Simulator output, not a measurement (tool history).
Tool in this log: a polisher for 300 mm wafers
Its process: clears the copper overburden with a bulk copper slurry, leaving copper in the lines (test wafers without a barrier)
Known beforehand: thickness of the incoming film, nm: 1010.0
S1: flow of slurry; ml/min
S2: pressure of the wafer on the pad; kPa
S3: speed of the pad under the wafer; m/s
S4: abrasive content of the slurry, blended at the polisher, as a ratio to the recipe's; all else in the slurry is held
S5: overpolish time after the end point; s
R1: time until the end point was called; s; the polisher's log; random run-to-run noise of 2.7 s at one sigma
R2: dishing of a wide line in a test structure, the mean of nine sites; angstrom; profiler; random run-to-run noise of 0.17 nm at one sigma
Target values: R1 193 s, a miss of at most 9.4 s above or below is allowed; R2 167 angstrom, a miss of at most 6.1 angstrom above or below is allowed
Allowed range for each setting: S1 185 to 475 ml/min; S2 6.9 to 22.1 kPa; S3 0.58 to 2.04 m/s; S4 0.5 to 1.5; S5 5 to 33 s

{"run": 1, "day": 0.0, "S1": 305, "S2": 14.5, "S3": 1.3, "S4": 1, "S5": 17, "R1": 96.393, "R2": 743.05}
{"run": 2, "day": 0.146, "S1": 305, "S2": 11, "S3": 1.3, "S4": 1, "S5": 17, "R1": 126.61, "R2": 607.43}
{"run": 3, "day": 0.171, "S1": 305, "S2": 11, "S3": 1.3, "S4": 1, "S5": 21, "R1": 126.76, "R2": 692.87}
{"run": 4, "day": 0.229, "S1": 305, "S2": 11, "S3": 1.3, "S4": 1.2, "S5": 21, "R1": 121.64, "R2": 706.3}
{"run": 5, "day": 0.496, "S1": 305, "S2": 11, "S3": 1.3, "S4": 1.2, "S5": 26, "R1": 120.91, "R2": 777.23}
{"run": 6, "day": 0.529, "S1": 275, "S2": 10.3, "S3": 1.12, "S4": 1.25, "S5": 21, "R1": 147.53, "R2": 621.84}
{"run": 7, "day": 0.742, "S1": 325, "S2": 9.7, "S3": 0.98, "S4": 1.2, "S5": 17, "R1": 180.87, "R2": 484.3}
{"run": 8, "day": 1.075, "S1": 360, "S2": 9, "S3": 0.9, "S4": 1.25, "S5": 14, "R1": 199.9, "R2": 371.82}
{"run": 9, "day": 1.396, "S1": 390, "S2": 8.3, "S3": 0.88, "S4": 1.3, "S5": 12, "R1": 218.06, "R2": 306.95}
{"run": 10, "day": 1.5, "S1": 410, "S2": 8.3, "S3": 0.92, "S4": 1.35, "S5": 10, "R1": 205.95, "R2": 278.41}
{"run": 11, "day": 1.846, "S1": 425, "S2": 8.3, "S3": 0.94, "S4": 1.4, "S5": 9, "R1": 202.99, "R2": 260.17}
{"run": 12, "day": 2.146, "S1": 435, "S2": 8.3, "S3": 0.96, "S4": 1.4, "S5": 8, "R1": 199.62, "R2": 240.49}
{"run": 13, "day": 2.492, "S1": 445, "S2": 8.3, "S3": 0.98, "S4": 1.4, "S5": 7, "R1": 193.8, "R2": 220.57}

Next run, 5 choices. One meets every target within its allowed miss, the rest don't. Which?
{"run": "A", "day": 2.838, "S1": 450, "S2": 6.9, "S3": 1.1, "S4": 1.3, "S5": 10, "R1": "?", "R2": "?"}
{"run": "B", "day": 2.838, "S1": 345, "S2": 9, "S3": 0.9, "S4": 1.35, "S5": 12, "R1": "?", "R2": "?"}
{"run": "C", "day": 2.838, "S1": 460, "S2": 7.6, "S3": 1.08, "S4": 1.4, "S5": 8, "R1": "?", "R2": "?"}
{"run": "D", "day": 2.838, "S1": 450, "S2": 6.9, "S3": 1.14, "S4": 1.5, "S5": 11, "R1": "?", "R2": "?"}
{"run": "E", "day": 2.838, "S1": 475, "S2": 9.7, "S3": 0.82, "S4": 1.5, "S5": 5, "R1": "?", "R2": "?"}

move=A R1=211.59 R2=273.77
move=B R1=201.02 R2=338.13
move=C R1=192.34 R2=248.47
move=D R1=195.92 R2=313.72
move=E R1=194.84 R2=165.2
A: moves away from the targets compared with the last run
B: moves away from the targets compared with the last run
C: moves away from the targets compared with the last run
D: moves away from the targets compared with the last run
E: each result inside its tolerance
The move that meets every target is E.

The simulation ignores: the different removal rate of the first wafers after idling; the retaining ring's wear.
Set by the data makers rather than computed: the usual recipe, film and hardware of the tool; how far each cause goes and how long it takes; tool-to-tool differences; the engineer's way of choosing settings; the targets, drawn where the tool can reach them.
